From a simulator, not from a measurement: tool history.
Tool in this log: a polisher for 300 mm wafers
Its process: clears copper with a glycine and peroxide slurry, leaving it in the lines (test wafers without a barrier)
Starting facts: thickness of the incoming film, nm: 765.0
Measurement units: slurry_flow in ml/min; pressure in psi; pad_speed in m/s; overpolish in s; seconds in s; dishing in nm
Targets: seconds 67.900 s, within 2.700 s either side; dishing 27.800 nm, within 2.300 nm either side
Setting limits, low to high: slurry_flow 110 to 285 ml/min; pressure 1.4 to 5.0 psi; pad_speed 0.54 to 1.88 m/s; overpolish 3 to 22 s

run	day	slurry_flow	pressure	pad_speed	overpolish	seconds	dishing
1	0.000	180	3.2	1.20	11	131.950	28.367
2	0.258	185	3.8	1.26	9	111.340	28.111
3	0.517	185	3.8	1.26	11	111.020	29.953
4	0.667	220	3.8	1.26	11	107.240	29.048
5	0.850	230	4.2	1.34	10	94.251	29.998
6	1.033	230	4.5	1.34	10	86.709	31.073
7	1.246	235	4.7	1.40	8	80.418	29.311
8	1.312	240	4.8	1.44	7	78.505	28.126
9	1.358	240	4.8	1.44	7	77.302	28.017
10	1.538	240	4.9	1.48	7	74.746	27.926
11	1.829	240	4.9	1.52	7	71.955	29.621
12	2.100	240	4.9	1.54	6	72.095	26.900
13	2.458	240	4.9	1.56	6	72.000	27.385

Below are 5 possible settings for the next run. Only one of them brings all results inside the allowed miss of their targets. Which is it?
A	2.817	235	4.2	1.54	6	?	?
B	2.817	255	5.0	1.50	16	?	?
C	2.817	255	5.0	1.58	6	?	?
D	2.817	230	4.2	1.58	7	?	?
E	2.817	225	4.9	1.50	6	?	?

move	seconds	dishing
A	81.230	26.151
B	71.271	33.615
C	67.925	28.067
D	79.553	28.037
E	73.567	27.275
A: its largest miss is bigger than the last run's
B: its largest miss is bigger than the last run's
C: hits every target within its allowed miss
D: its largest miss is bigger than the last run's
E: its largest miss is bigger than the last run's
Go with C: it meets all targets.

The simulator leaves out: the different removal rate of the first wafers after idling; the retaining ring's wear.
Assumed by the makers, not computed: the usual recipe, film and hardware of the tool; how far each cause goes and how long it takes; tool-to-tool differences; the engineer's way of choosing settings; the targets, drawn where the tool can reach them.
